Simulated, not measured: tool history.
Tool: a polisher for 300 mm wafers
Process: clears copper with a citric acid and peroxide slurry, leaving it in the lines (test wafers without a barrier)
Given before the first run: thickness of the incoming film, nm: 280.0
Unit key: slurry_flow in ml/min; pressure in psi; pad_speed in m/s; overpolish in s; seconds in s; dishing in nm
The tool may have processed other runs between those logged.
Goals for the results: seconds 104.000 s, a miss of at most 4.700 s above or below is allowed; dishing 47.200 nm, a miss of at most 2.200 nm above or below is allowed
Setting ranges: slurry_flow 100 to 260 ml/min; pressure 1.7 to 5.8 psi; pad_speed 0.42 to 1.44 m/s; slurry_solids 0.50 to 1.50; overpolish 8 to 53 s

{"run": 1, "hour": 0.0, "slurry_flow": 165, "pressure": 3.7, "pad_speed": 0.92, "slurry_solids": 1.0, "overpolish": 27, "seconds": 104.15, "dishing": 34.289}
{"run": 2, "hour": 7.7, "slurry_flow": 165, "pressure": 3.7, "pad_speed": 0.92, "slurry_solids": 1.0, "overpolish": 20, "seconds": 103.4, "dishing": 27.927}
{"run": 3, "hour": 15.7, "slurry_flow": 165, "pressure": 3.7, "pad_speed": 1.08, "slurry_solids": 1.0, "overpolish": 20, "seconds": 89.411, "dishing": 32.167}
{"run": 4, "hour": 21.5, "slurry_flow": 160, "pressure": 3.6, "pad_speed": 1.08, "slurry_solids": 1.0, "overpolish": 23, "seconds": 92.675, "dishing": 33.835}
{"run": 5, "hour": 26.2, "slurry_flow": 155, "pressure": 3.5, "pad_speed": 1.08, "slurry_solids": 1.0, "overpolish": 26, "seconds": 94.003, "dishing": 36.448}
{"run": 6, "hour": 27.3, "slurry_flow": 155, "pressure": 3.5, "pad_speed": 1.08, "slurry_solids": 0.95, "overpolish": 26, "seconds": 95.757, "dishing": 36.519}
{"run": 7, "hour": 34.1, "slurry_flow": 150, "pressure": 3.5, "pad_speed": 1.08, "slurry_solids": 0.9, "overpolish": 28, "seconds": 96.192, "dishing": 36.464}
{"run": 8, "hour": 42.8, "slurry_flow": 160, "pressure": 2.9, "pad_speed": 1.06, "slurry_solids": 1.15, "overpolish": 40, "seconds": 101.3, "dishing": 44.055}
{"run": 9, "hour": 48.0, "slurry_flow": 160, "pressure": 2.9, "pad_speed": 1.06, "slurry_solids": 1.15, "overpolish": 41, "seconds": 102.63, "dishing": 44.567}

Exactly one of the 4 candidate moves below puts every result within its allowed miss. Which one?
{"run": "A", "hour": 53.2, "slurry_flow": 165, "pressure": 2.9, "pad_speed": 1.0, "slurry_solids": 1.25, "overpolish": 36, "seconds": "?", "dishing": "?"}
{"run": "B", "hour": 53.2, "slurry_flow": 180, "pressure": 2.7, "pad_speed": 1.08, "slurry_solids": 1.0, "overpolish": 41, "seconds": "?", "dishing": "?"}
{"run": "C", "hour": 53.2, "slurry_flow": 105, "pressure": 3.4, "pad_speed": 1.04, "slurry_solids": 1.3, "overpolish": 32, "seconds": "?", "dishing": "?"}
{"run": "D", "hour": 53.2, "slurry_flow": 185, "pressure": 2.8, "pad_speed": 1.06, "slurry_solids": 1.15, "overpolish": 46, "seconds": "?", "dishing": "?"}

move=A seconds=107.180 dishing=41.349
move=B seconds=110.500 dishing=43.607
move=C seconds=100.680 dishing=40.302
move=D seconds=104.550 dishing=47.886
A: its largest miss is bigger than the last run's
B: its largest miss is bigger than the last run's
C: its largest miss is bigger than the last run's
D: meets every target
Correct choice: D, which meets every target
